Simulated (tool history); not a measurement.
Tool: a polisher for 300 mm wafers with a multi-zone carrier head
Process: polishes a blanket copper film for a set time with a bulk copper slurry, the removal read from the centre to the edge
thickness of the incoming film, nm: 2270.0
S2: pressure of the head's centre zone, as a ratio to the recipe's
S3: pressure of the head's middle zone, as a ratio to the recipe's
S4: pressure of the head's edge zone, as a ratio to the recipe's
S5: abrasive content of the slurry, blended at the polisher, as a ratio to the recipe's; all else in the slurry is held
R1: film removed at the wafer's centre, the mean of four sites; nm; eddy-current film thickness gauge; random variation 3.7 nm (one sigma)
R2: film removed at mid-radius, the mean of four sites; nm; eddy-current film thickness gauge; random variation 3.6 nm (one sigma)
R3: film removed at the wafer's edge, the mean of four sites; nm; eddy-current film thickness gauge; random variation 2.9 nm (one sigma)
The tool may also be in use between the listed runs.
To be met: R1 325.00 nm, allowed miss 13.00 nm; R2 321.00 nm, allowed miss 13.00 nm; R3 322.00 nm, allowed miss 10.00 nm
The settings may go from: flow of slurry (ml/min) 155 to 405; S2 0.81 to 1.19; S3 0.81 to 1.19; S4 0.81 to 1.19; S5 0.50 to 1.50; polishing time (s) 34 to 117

run 1 hour=0.0 | flow_of_slurry_(ml/min)=260 S2=1.00 S3=1.00 S4=1.00 S5=1.00 polishing_time_(s)=75 | R1=392.92 R2=387.60 R3=391.45
run 2 hour=2.0 | flow_of_slurry_(ml/min)=325 S2=1.00 S3=1.00 S4=1.00 S5=1.00 polishing_time_(s)=75 | R1=389.99 R2=403.54 R3=398.00
run 3 hour=10.1 | flow_of_slurry_(ml/min)=325 S2=1.00 S3=1.00 S4=1.00 S5=1.00 polishing_time_(s)=82 | R1=434.15 R2=430.63 R3=434.55
run 4 hour=18.0 | flow_of_slurry_(ml/min)=320 S2=0.99 S3=0.98 S4=0.97 S5=0.90 polishing_time_(s)=80 | R1=417.21 R2=400.94 R3=415.37
run 5 hour=23.8 | flow_of_slurry_(ml/min)=320 S2=0.99 S3=0.98 S4=0.97 S5=0.80 polishing_time_(s)=80 | R1=402.06 R2=407.81 R3=409.26
run 6 hour=24.9 | flow_of_slurry_(ml/min)=315 S2=0.99 S3=0.97 S4=0.94 S5=0.75 polishing_time_(s)=77 | R1=388.25 R2=377.18 R3=387.45
run 7 hour=31.1 | flow_of_slurry_(ml/min)=310 S2=0.99 S3=0.97 S4=0.92 S5=0.70 polishing_time_(s)=75 | R1=383.37 R2=363.80 R3=368.66
run 8 hour=37.1 | flow_of_slurry_(ml/min)=305 S2=0.97 S3=0.97 S4=0.90 S5=0.65 polishing_time_(s)=74 | R1=356.14 R2=355.64 R3=359.93
run 9 hour=40.2 | flow_of_slurry_(ml/min)=300 S2=0.97 S3=0.97 S4=0.88 S5=0.60 polishing_time_(s)=73 | R1=345.63 R2=348.93 R3=341.57
run 10 hour=42.6 | flow_of_slurry_(ml/min)=255 S2=0.94 S3=0.89 S4=0.84 S5=0.55 polishing_time_(s)=73 | R1=334.72 R2=318.15 R3=332.16
run 11 hour=44.7 | flow_of_slurry_(ml/min)=255 S2=0.94 S3=0.90 S4=0.83 S5=0.55 polishing_time_(s)=73 | R1=333.20 R2=317.77 R3=335.79
run 12 hour=49.0 | flow_of_slurry_(ml/min)=255 S2=0.94 S3=0.91 S4=0.83 S5=0.55 polishing_time_(s)=73 | R1=333.74 R2=325.56 R3=336.75

4 next moves are on the table. One of them brings every result within its allowed miss. Which?
run A hour=53.3 | flow_of_slurry_(ml/min)=240 S2=0.83 S3=0.87 S4=0.91 S5=0.55 polishing_time_(s)=77 | R1=? R2=? R3=?
run B hour=53.3 | flow_of_slurry_(ml/min)=235 S2=0.90 S3=0.89 S4=0.89 S5=0.50 polishing_time_(s)=76 | R1=? R2=? R3=?
run C hour=53.3 | flow_of_slurry_(ml/min)=195 S2=0.90 S3=0.84 S4=0.87 S5=0.60 polishing_time_(s)=78 | R1=? R2=? R3=?
run D hour=53.3 | flow_of_slurry_(ml/min)=310 S2=0.96 S3=0.94 S4=0.86 S5=0.50 polishing_time_(s)=70 | R1=? R2=? R3=?

move=A R1=302.81 R2=330.89 R3=366.45
move=B R1=320.85 R2=329.15 R3=354.93
move=C R1=327.80 R2=321.47 R3=362.45
move=D R1=324.23 R2=325.06 R3=328.56
A: further off than the last run
B: further off than the last run
C: further off than the last run
D: meets every target
Move D is the one to make.
